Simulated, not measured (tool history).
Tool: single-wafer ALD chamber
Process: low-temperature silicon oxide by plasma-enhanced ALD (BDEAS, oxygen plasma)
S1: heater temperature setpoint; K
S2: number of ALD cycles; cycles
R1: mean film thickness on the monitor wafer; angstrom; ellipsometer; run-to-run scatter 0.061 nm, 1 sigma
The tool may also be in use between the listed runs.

{"run": 1, "day": 0.0, "S1": 358.15, "S2": 66, "R1": 95.183}
{"run": 2, "day": 0.167, "S1": 354.15, "S2": 66, "R1": 97.523}
{"run": 3, "day": 0.367, "S1": 354.15, "S2": 60, "R1": 88.308}
{"run": 4, "day": 0.5, "S1": 364.15, "S2": 60, "R1": 84.955}
{"run": 5, "day": 0.617, "S1": 372.15, "S2": 60, "R1": 82.221}
{"run": 6, "day": 0.838, "S1": 372.15, "S2": 55, "R1": 75.968}
{"run": 7, "day": 0.858, "S1": 372.15, "S2": 55, "R1": 75.551}
{"run": 8, "day": 1.217, "S1": 360.15, "S2": 66, "R1": 94.987}
{"run": 9, "day": 1.488, "S1": 348.15, "S2": 77, "R1": 116.01}

Run 10 comes next. What will it give?
{"run": 10, "day": 1.604, "S1": 345.15, "S2": 78, "R1": "?"}

{"run 10": {"R1": 118.59}}
